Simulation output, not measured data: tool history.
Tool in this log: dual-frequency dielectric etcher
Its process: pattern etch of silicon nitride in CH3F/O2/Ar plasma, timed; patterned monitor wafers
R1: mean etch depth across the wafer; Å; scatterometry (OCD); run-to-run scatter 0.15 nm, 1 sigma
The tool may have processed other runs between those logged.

Run 1, hour 0: source power (W) 390, bias power (W) 78, etch time (s) 29.5. Result: R1 207.79 Å.
Run 2, hour 4.5: source power (W) 390, bias power (W) 71, etch time (s) 29.5. Result: R1 200.64 Å.
Run 3, hour 8.2: source power (W) 390, bias power (W) 71, etch time (s) 27. Result: R1 184.1 Å.
Run 4, hour 15.8: source power (W) 340, bias power (W) 71, etch time (s) 27. Result: R1 175.93 Å.
Run 5, hour 19.9: source power (W) 310, bias power (W) 71, etch time (s) 27. Result: R1 170.58 Å.
Run 6, hour 22.2: source power (W) 360, bias power (W) 75, etch time (s) 27. Result: R1 186.13 Å.
Run 7, hour 24.2: source power (W) 400, bias power (W) 77, etch time (s) 27. Result: R1 190.41 Å.
Run 8, hour 31.2: source power (W) 430, bias power (W) 83, etch time (s) 27. Result: R1 203.95 Å.

Run 9 is up next; what results do you expect?
Run 9, hour 36.8: source power (W) 450, bias power (W) 85, etch time (s) 27. Result: R1 ?.

{"run 9": {"R1": 207.68}}

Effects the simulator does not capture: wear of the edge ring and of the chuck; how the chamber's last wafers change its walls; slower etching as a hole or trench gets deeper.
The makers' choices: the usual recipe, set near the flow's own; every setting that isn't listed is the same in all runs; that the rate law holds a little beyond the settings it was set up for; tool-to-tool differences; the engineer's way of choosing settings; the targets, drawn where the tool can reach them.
